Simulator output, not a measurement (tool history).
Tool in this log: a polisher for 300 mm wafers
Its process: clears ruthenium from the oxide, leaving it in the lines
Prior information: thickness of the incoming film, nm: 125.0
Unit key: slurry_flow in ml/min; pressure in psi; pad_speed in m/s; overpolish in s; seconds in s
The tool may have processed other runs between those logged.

run,day,slurry_flow,pressure,pad_speed,overpolish,seconds
1,0,290,2.6,1.08,4,102.44
2,0.188,290,2.6,1.08,4,103.69
3,0.446,290,2.3,1.08,4,112.45
4,0.729,290,2,1.08,4,130.43
5,0.888,290,1.9,1.08,4,140.79
6,1.196,290,1.8,1.08,4,147.38
7,1.492,290,1.8,1.08,4,144.12

What does the tool deliver on the next run?
8,1.579,290,1.7,1.08,4,?

Run 8 came out at seconds 152.05 s.
